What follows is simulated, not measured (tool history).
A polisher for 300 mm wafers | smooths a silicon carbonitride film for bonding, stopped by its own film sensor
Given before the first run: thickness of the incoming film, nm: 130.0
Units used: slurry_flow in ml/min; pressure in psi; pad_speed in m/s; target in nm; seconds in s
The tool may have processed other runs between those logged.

run  hour  slurry_flow  pressure  pad_speed  slurry_solids  target  seconds
  1     0          300       2.7       1.14              1     116   32.438
  2   4.5          300       2.7       1.14            1.1     116   30.587
  3  12.9          255       2.7       1.14            1.1     116    31.05
  4    14          255       2.7       1.42            1.1     116   27.267
  5  18.2          255       2.7       1.42            1.1     117    25.29
  6  26.3          255       2.7       1.22            1.1     117   27.699
  7  32.3          255       2.4       1.18            1.1     117   31.901
  8  39.7          255       2.1       1.16            1.1     117    36.49

Run 9 has not been measured yet. What should we expect?
  9  46.4          255       1.9       1.16            1.1     117        ?

seconds: 40.235 s

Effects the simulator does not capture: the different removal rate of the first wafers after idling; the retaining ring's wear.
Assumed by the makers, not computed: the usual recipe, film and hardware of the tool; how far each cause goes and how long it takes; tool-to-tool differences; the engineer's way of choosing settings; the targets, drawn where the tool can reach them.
